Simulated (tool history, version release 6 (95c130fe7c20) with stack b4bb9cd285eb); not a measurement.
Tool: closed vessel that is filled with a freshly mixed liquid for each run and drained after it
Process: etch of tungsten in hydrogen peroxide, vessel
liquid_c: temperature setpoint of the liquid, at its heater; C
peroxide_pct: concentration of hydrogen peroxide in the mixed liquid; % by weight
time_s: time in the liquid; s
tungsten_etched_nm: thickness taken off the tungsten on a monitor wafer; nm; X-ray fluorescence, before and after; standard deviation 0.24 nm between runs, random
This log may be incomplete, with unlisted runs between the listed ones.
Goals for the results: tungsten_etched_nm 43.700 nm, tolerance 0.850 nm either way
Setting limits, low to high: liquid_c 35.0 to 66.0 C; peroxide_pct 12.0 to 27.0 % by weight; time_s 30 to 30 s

Run 1, hour 0.0: liquid_c 51.0 C, peroxide_pct 18.0 % by weight, time_s 30 s. Result: tungsten_etched_nm 37.217 nm.
Run 2, hour 6.4: liquid_c 47.0 C, peroxide_pct 18.0 % by weight, time_s 30 s. Result: tungsten_etched_nm 28.939 nm.
Run 3, hour 11.4: liquid_c 41.5 C, peroxide_pct 18.0 % by weight, time_s 30 s. Result: tungsten_etched_nm 20.531 nm.
Run 4, hour 12.8: liquid_c 37.5 C, peroxide_pct 18.0 % by weight, time_s 30 s. Result: tungsten_etched_nm 15.758 nm.
Run 5, hour 19.7: liquid_c 37.5 C, peroxide_pct 16.0 % by weight, time_s 30 s. Result: tungsten_etched_nm 14.846 nm.
Run 6, hour 23.4: liquid_c 37.5 C, peroxide_pct 16.0 % by weight, time_s 30 s. Result: tungsten_etched_nm 14.819 nm.
Run 7, hour 26.0: liquid_c 45.5 C, peroxide_pct 16.0 % by weight, time_s 30 s. Result: tungsten_etched_nm 24.933 nm.
Run 8, hour 27.3: liquid_c 47.0 C, peroxide_pct 16.0 % by weight, time_s 30 s. Result: tungsten_etched_nm 27.439 nm.
At hour 31.8: peroxide flow meter replaced.
Run 9, hour 31.8: liquid_c 48.0 C, peroxide_pct 16.0 % by weight, time_s 30 s. Result: tungsten_etched_nm 28.505 nm.
Run 10, hour 34.1: liquid_c 48.0 C, peroxide_pct 16.0 % by weight, time_s 30 s. Result: tungsten_etched_nm 28.199 nm.
Run 11, hour 39.2: liquid_c 49.0 C, peroxide_pct 16.0 % by weight, time_s 30 s. Result: tungsten_etched_nm 29.889 nm.
Run 12, hour 46.5: liquid_c 50.0 C, peroxide_pct 16.0 % by weight, time_s 30 s. Result: tungsten_etched_nm 31.847 nm.
Run 13, hour 51.5: liquid_c 51.0 C, peroxide_pct 16.0 % by weight, time_s 30 s. Result: tungsten_etched_nm 33.949 nm.
Run 14, hour 59.4: liquid_c 51.5 C, peroxide_pct 16.0 % by weight, time_s 30 s. Result: tungsten_etched_nm 34.893 nm.
Run 15, hour 60.7: liquid_c 52.0 C, peroxide_pct 16.0 % by weight, time_s 30 s. Result: tungsten_etched_nm 36.314 nm.

Of the 4 settings listed for the next run, only one would bring every result within its allowed miss of target. Which one?
Run A, hour 62.0: liquid_c 49.5 C, peroxide_pct 13.0 % by weight, time_s 30 s. Result: tungsten_etched_nm ?.
Run B, hour 62.0: liquid_c 50.0 C, peroxide_pct 14.5 % by weight, time_s 30 s. Result: tungsten_etched_nm ?.
Run C, hour 62.0: liquid_c 56.0 C, peroxide_pct 14.5 % by weight, time_s 30 s. Result: tungsten_etched_nm ?.
Run D, hour 62.0: liquid_c 54.5 C, peroxide_pct 19.0 % by weight, time_s 30 s. Result: tungsten_etched_nm ?.

move  tungsten_etched_nm
   A              27.669
   B              30.130
   C              43.187
   D              45.237
A: misses by more than the last run did
B: misses by more than the last run did
C: each result inside its tolerance
D: pushes the last run's worst result past its target
C meets every target.

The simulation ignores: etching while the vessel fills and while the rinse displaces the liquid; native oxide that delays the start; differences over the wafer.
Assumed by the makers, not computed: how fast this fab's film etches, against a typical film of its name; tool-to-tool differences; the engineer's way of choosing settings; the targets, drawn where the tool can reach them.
